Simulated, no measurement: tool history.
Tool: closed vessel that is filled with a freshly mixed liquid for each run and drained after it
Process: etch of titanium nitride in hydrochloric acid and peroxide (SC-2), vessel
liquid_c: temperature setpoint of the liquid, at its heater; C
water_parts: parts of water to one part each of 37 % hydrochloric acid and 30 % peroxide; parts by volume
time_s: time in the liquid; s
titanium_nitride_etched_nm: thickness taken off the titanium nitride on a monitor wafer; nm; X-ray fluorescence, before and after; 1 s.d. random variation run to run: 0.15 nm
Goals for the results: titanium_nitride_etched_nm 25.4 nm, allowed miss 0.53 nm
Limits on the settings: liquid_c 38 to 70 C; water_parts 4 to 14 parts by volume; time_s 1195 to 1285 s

run,hour,liquid_c,water_parts,time_s,titanium_nitride_etched_nm
1,0,54,7.5,1195,53.993
2,3.4,51.5,7.5,1195,45.932
3,7.1,49.5,7.5,1195,40.023
4,16.2,56,7.5,1195,61.249
5,23.1,56,5,1195,82.434
6,25.9,56,7,1195,64.764
7,29,53,7,1195,53.105
8,31.2,45,7,1195,31.292
9,38.7,41,7,1195,23.37
10,43.8,41.5,7,1195,24.409

Below are 4 possible settings for the next run. Only one of them brings all results inside the allowed miss of their targets. Which is it?
A,48.9,38,4.5,1210,?
B,48.9,44.5,8.5,1245,?
C,48.9,41.5,7,1255,?
D,48.9,41,6,1195,?

move,titanium_nitride_etched_nm
A,26.648
B,26.831
C,25.603
D,26.477
A: pushes the last run's worst result past its target
B: pushes the last run's worst result past its target
C: every result within its allowed miss
D: pushes the last run's worst result past its target
Move C is the one to make.
